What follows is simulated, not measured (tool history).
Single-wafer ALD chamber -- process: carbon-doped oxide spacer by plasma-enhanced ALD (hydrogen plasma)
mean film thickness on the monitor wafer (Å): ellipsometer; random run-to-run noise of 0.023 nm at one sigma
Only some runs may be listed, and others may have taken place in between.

run	day	heater temperature setpoint (K)	number of ALD cycles (cycles)	mean film thickness on the monitor wafer (Å)
1	0.000	663.15	192	98.387
2	0.379	663.15	197	100.580
3	0.467	663.15	201	102.820
4	0.679	663.15	204	104.740
5	0.942	663.15	206	105.670
6	1.321	655.15	206	105.450
7	1.650	655.15	208	106.850
8	1.983	655.15	210	107.770
9	2.042	655.15	212	108.730

Estimate the outcome of run 10 from the log above:
10	2.404	655.15	213	?

Logged for run 10: mean film thickness on the monitor wafer (Å) 109.220.
